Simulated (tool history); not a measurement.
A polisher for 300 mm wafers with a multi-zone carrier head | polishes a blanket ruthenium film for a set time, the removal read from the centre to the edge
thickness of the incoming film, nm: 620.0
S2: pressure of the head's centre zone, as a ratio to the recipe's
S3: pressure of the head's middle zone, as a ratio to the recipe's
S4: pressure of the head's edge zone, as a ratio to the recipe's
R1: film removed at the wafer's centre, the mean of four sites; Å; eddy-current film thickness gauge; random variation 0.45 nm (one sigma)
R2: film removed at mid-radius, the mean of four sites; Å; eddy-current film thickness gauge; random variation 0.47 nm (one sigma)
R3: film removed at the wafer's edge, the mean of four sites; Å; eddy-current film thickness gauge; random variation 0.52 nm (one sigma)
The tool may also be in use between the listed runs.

Run 1, hour 0: flow of slurry (ml/min) 140, S2 1, S3 1, S4 1, polishing time (s) 31. Result: R1 357.36 Å, R2 359.08 Å, R3 363.25 Å.
Run 2, hour 7.7: flow of slurry (ml/min) 140, S2 1, S3 1, S4 1.07, polishing time (s) 31. Result: R1 360.36 Å, R2 355.84 Å, R3 361.66 Å.
Run 3, hour 15.4: flow of slurry (ml/min) 140, S2 1, S3 1, S4 1.07, polishing time (s) 25. Result: R1 291.31 Å, R2 290.47 Å, R3 293.68 Å.
Run 4, hour 16.3: flow of slurry (ml/min) 170, S2 1, S3 1, S4 1.07, polishing time (s) 25. Result: R1 293.84 Å, R2 298.87 Å, R3 302.55 Å.
Run 5, hour 22: flow of slurry (ml/min) 175, S2 0.99, S3 1.01, S4 1.07, polishing time (s) 26. Result: R1 310.02 Å, R2 313.78 Å, R3 320.7 Å.
Run 6, hour 29.2: flow of slurry (ml/min) 175, S2 0.92, S3 1.01, S4 1.07, polishing time (s) 26. Result: R1 290.1 Å, R2 319.06 Å, R3 314.1 Å.
Run 7, hour 30.7: flow of slurry (ml/min) 180, S2 0.92, S3 1.02, S4 1.07, polishing time (s) 27. Result: R1 301.69 Å, R2 332.73 Å, R3 327.4 Å.
Run 8, hour 32.7: flow of slurry (ml/min) 185, S2 0.92, S3 1.03, S4 1.07, polishing time (s) 28. Result: R1 318.46 Å, R2 345.82 Å, R3 341.58 Å.

Forecast run 9:
Run 9, hour 39.7: flow of slurry (ml/min) 200, S2 0.92, S3 1.13, S4 1.15, polishing time (s) 34. Result: R1 ?, R2 ?, R3 ?.

Run 9 gave R1 391.62 Å, R2 464.4 Å, R3 444.37 Å.
